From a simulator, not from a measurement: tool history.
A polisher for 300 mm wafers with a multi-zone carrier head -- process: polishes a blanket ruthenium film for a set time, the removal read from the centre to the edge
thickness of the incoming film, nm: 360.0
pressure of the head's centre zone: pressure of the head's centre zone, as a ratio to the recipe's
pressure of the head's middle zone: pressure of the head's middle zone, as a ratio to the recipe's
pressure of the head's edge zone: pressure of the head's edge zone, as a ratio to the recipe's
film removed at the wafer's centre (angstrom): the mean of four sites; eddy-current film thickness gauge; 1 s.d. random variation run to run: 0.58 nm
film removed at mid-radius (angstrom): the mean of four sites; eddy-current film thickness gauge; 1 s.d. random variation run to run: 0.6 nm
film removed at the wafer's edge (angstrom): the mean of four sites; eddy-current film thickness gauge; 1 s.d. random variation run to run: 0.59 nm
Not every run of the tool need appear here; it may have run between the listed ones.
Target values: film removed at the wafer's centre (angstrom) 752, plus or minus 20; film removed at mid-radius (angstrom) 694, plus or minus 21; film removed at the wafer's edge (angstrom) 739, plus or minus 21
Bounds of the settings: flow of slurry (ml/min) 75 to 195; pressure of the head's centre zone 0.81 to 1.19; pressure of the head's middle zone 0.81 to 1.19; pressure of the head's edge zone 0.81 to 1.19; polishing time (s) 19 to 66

run  hour  flow of slurry (ml/min)  pressure of the head's centre zone  pressure of the head's middle zone  pressure of the head's edge zone  polishing time (s)  film removed at the wafer's centre (angstrom)  film removed at mid-radius (angstrom)  film removed at the wafer's edge (angstrom)
  1     0                      125                                   1                                   1                                 1                  42                                         656.19                                 653.27                                       645.17
  2   6.5                      125                                   1                                1.08                                 1                  42                                          663.8                                 705.23                                       643.16
  3  10.3                      130                                   1                                1.07                              1.01                  42                                         670.18                                 706.73                                       652.34
  4  13.9                      155                                   1                                1.07                              1.01                  42                                         699.55                                 733.24                                       668.57
  5  22.6                      155                                   1                                1.06                              1.02                  42                                          706.4                                 722.63                                        668.3
  6  27.7                      155                                   1                                1.05                              1.04                  42                                         694.56                                 715.31                                       677.02
  7  29.7                      155                                   1                                1.05                              1.04                  42                                         703.21                                 714.38                                       682.45
  8  30.9                      155                                   1                                1.05                              1.04                  42                                         695.89                                 727.44                                       676.89
  9  38.3                      155                                1.01                                1.04                              1.05                  42                                         705.56                                 709.33                                       684.86
 10  43.5                      155                                1.01                                1.03                              1.06                  42                                         710.95                                 702.19                                       691.83
 11  46.3                      155                                1.01                                1.03                              1.07                  42                                         703.34                                 711.21                                       684.03

4 candidate next runs follow, results not yet known. Just one meets every target within its allowed miss. Identify it.
  A  49.1                      150                                   1                                0.92                              1.05                  46                                              ?                                      ?                                            ?
  B  49.1                      155                                0.97                                0.92                              1.03                  49                                              ?                                      ?                                            ?
  C  49.1                      175                                1.08                                1.02                              1.07                  41                                              ?                                      ?                                            ?
  D  49.1                      135                                0.98                                0.89                              1.14                  48                                              ?                                      ?                                            ?

move  film removed at the wafer's centre (angstrom)  film removed at mid-radius (angstrom)  film removed at the wafer's edge (angstrom)
   A                                         763.56                                  687.6                                       746.76
   B                                          796.8                                 737.38                                        791.7
   C                                         755.03                                 687.59                                       685.16
   D                                         762.17                                 682.29                                       799.46
A: in spec on every target
B: takes the biggest miss from the last run beyond its target
C: neither nearer nor further off than the last run
D: takes the biggest miss from the last run beyond its target
The right move is A.

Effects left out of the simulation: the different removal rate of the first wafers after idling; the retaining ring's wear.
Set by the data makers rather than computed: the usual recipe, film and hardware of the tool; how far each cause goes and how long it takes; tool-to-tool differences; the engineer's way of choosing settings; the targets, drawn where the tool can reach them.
